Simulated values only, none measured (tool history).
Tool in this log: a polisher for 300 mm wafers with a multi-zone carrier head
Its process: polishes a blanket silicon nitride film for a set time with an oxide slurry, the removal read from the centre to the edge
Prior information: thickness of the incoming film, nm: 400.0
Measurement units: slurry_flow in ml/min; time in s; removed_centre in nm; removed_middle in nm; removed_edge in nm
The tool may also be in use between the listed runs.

| run | hour | slurry_flow | centre_zone | middle_zone | edge_zone | slurry_solids | time | removed_centre | removed_middle | removed_edge |
|---|---|---|---|---|---|---|---|---|---|---|
| 1 | 0.0 | 250 | 1.00 | 1.00 | 1.00 | 1.00 | 31 | 16.0310 | 15.4940 | 16.099 |
| 2 | 1.1 | 245 | 0.97 | 0.98 | 0.97 | 0.90 | 30 | 14.3890 | 13.7850 | 14.123 |
| 3 | 5.3 | 245 | 1.01 | 0.98 | 0.97 | 0.90 | 30 | 14.6810 | 13.7430 | 14.760 |
| 4 | 12.3 | 230 | 0.97 | 0.97 | 0.98 | 0.80 | 30 | 13.4380 | 12.8070 | 13.451 |
| 5 | 12.8 | 220 | 0.94 | 0.96 | 0.99 | 0.75 | 30 | 12.4670 | 12.1010 | 13.107 |
| 6 | 14.6 | 185 | 0.94 | 0.96 | 0.99 | 0.75 | 30 | 12.1000 | 11.8060 | 12.542 |
| 7 | 15.9 | 180 | 0.92 | 0.95 | 0.98 | 0.70 | 30 | 11.4380 | 11.3390 | 12.007 |
| 8 | 19.9 | 175 | 0.90 | 0.94 | 0.96 | 0.70 | 30 | 11.2230 | 11.1660 | 11.725 |
| 9 | 26.2 | 170 | 0.88 | 0.93 | 0.95 | 0.70 | 30 | 10.8480 | 10.9930 | 11.924 |
| 10 | 33.3 | 165 | 0.88 | 0.93 | 0.93 | 0.65 | 30 | 10.2500 | 10.5940 | 11.058 |
| 11 | 36.9 | 155 | 0.84 | 0.86 | 0.84 | 0.65 | 30 | 9.7454 | 9.5974 | 10.718 |
| 12 | 41.8 | 155 | 0.84 | 0.86 | 0.84 | 0.65 | 30 | 9.8538 | 9.6267 | 10.726 |
| 13 | 45.0 | 155 | 0.84 | 0.87 | 0.83 | 0.65 | 30 | 9.7854 | 9.6395 | 10.728 |
| 14 | 47.9 | 155 | 0.84 | 0.88 | 0.83 | 0.65 | 30 | 9.7327 | 9.8631 | 10.599 |
| 15 | 52.6 | 155 | 0.84 | 0.89 | 0.82 | 0.65 | 30 | 9.9641 | 9.9394 | 10.532 |
| 16 | 54.2 | 155 | 0.83 | 0.89 | 0.82 | 0.65 | 30 | 9.7102 | 9.8582 | 10.724 |

What will run 17 give?
| 17 | 62.0 | 155 | 0.83 | 0.90 | 0.82 | 0.65 | 30 | ? | ? | ? |

removed_centre: 9.8083 nm
removed_middle: 9.9694 nm
removed_edge: 10.856 nm
